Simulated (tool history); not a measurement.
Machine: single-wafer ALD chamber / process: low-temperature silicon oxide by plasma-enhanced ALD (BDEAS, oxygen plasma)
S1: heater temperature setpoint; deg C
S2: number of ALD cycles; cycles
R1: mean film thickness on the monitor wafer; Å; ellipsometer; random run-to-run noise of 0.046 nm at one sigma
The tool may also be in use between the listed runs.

run 1 hour=0.0 | S1=85 S2=51 | R1=77.994
run 2 hour=5.4 | S1=85 S2=54 | R1=81.652
run 3 hour=13.6 | S1=85 S2=47 | R1=71.347
run 4 hour=18.6 | S1=93 S2=47 | R1=68.775
run 5 hour=19.9 | S1=85 S2=47 | R1=71.318
run 6 hour=26.4 | S1=82 S2=48 | R1=74.050
run 7 hour=29.0 | S1=79 S2=49 | R1=76.441

Run 8 comes next. What will it give?
run 8 hour=37.8 | S1=77 S2=50 | R1=?

Run 8 gave R1 78.150 Å.

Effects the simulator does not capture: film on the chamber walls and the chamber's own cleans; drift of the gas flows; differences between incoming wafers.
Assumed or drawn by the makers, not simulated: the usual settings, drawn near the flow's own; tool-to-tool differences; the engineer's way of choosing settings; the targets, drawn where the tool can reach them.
